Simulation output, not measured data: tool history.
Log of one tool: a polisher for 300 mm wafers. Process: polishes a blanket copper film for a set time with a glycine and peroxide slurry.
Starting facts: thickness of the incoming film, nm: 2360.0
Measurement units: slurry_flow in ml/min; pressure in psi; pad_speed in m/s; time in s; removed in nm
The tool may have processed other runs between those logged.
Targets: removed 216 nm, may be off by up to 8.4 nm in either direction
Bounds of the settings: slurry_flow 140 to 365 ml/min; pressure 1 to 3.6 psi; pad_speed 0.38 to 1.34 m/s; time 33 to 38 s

| run | hour | slurry_flow | pressure | pad_speed | time | removed |
|---|---|---|---|---|---|---|
| 1 | 0 | 235 | 2.3 | 0.86 | 38 | 149.85 |
| 2 | 9 | 235 | 2.6 | 0.88 | 38 | 173.41 |
| 3 | 12.4 | 235 | 2.8 | 0.88 | 38 | 180.13 |
| 4 | 20.2 | 235 | 3 | 0.88 | 38 | 192.21 |
| 5 | 25.9 | 235 | 3.1 | 0.88 | 38 | 196.82 |
| 6 | 28 | 235 | 3.2 | 0.88 | 38 | 204.68 |
| 7 | 34.6 | 235 | 3.3 | 0.88 | 38 | 205.55 |
| 8 | 43.1 | 235 | 3.3 | 0.88 | 38 | 206.18 |

Next run, 5 choices. One meets every target within its allowed miss, the rest don't. Which?
| A | 51.6 | 255 | 3.1 | 1 | 37 | ? |
| B | 51.6 | 220 | 3.1 | 1.02 | 35 | ? |
| C | 51.6 | 240 | 3.2 | 0.88 | 36 | ? |
| D | 51.6 | 220 | 3 | 1.04 | 33 | ? |
| E | 51.6 | 230 | 3.4 | 0.86 | 37 | ? |

| move | removed |
|---|---|
| A | 211.53 |
| B | 201.35 |
| C | 189.18 |
| D | 187.72 |
| E | 200 |
A: in spec on every target
B: misses by more than the last run did
C: misses by more than the last run did
D: misses by more than the last run did
E: misses by more than the last run did
A is the move that brings every result within its allowed miss.
